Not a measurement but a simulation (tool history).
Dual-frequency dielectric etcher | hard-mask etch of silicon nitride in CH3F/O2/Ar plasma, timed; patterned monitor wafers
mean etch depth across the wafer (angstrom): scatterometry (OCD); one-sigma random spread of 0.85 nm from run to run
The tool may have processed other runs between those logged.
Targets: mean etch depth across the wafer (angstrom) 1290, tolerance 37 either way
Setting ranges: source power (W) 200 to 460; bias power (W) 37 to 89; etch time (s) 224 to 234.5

run	day	source power (W)	bias power (W)	etch time (s)	mean etch depth across the wafer (angstrom)
1	0	330	63	224	1533.4
2	0.079	310	63	224	1483.2
3	0.217	280	61	224	1407.4
4	0.412	260	60	224	1353.8
5	0.567	260	60	234.5	1416.3
6	0.758	260	52	234.5	1355.4
7	0.867	250	52	234.5	1329.3
# day 1.142: wet clean of the chamber
8	1.142	240	52	234.5	1246.5

Next run, 4 choices. One meets every target within its allowed miss, the rest don't. Which?
A	1.417	260	57	230	?
B	1.417	240	54	228	?
C	1.417	240	48	232.5	?
D	1.417	230	57	230	?

move	mean etch depth across the wafer (angstrom)
A	1297.4
B	1217.4
C	1193.8
D	1226.4
A: each result inside its tolerance
B: lands further from the targets than the last run did
C: lands further from the targets than the last run did
D: lands further from the targets than the last run did
The right move is A.
